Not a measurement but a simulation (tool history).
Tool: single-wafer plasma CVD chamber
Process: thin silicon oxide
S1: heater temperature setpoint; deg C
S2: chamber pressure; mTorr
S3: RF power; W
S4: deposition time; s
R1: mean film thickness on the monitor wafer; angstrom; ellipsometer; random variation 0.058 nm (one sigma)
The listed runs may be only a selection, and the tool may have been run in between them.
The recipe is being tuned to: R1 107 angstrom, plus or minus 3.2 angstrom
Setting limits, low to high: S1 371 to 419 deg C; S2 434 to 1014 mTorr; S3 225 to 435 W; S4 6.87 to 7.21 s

| run | hour | S1 | S2 | S3 | S4 | R1 |
|---|---|---|---|---|---|---|
| 1 | 0 | 395 | 724 | 330 | 7.21 | 133.72 |
| 2 | 1.7 | 395 | 681 | 330 | 7.2 | 124.08 |
| 3 | 5.2 | 395 | 681 | 330 | 7.21 | 125.13 |
| 4 | 11.6 | 395 | 681 | 355 | 7.21 | 128.97 |
| 5 | 14.3 | 395 | 738 | 355 | 7.21 | 139.86 |
| 6 | 18.9 | 395 | 688 | 350 | 7.2 | 128.7 |
| 7 | 23.3 | 395 | 655 | 350 | 7.19 | 122.38 |
| 8 | 31.2 | 395 | 631 | 350 | 7.18 | 117.43 |
| 9 | 34.6 | 395 | 615 | 350 | 7.18 | 115.09 |
| 10 | 36.6 | 395 | 602 | 350 | 7.18 | 112.96 |
| 11 | 44.6 | 395 | 602 | 350 | 7.18 | 112.01 |
| 12 | 49.1 | 395 | 594 | 350 | 7.18 | 110.93 |

Pick the move, out of 4, that brings all results within their allowed miss; only one does.
| A | 53.6 | 396 | 604 | 350 | 6.87 | ? |
| B | 53.6 | 398 | 670 | 310 | 7.02 | ? |
| C | 53.6 | 400 | 551 | 375 | 6.96 | ? |
| D | 53.6 | 396 | 544 | 355 | 6.96 | ? |

| move | R1 |
|---|---|
| A | 108.94 |
| B | 118.19 |
| C | 102.79 |
| D | 99.774 |
A: in spec on every target
B: further off than the last run
C: takes the result that was furthest off past its target
D: takes the result that was furthest off past its target
A is the move that brings every result within its allowed miss.
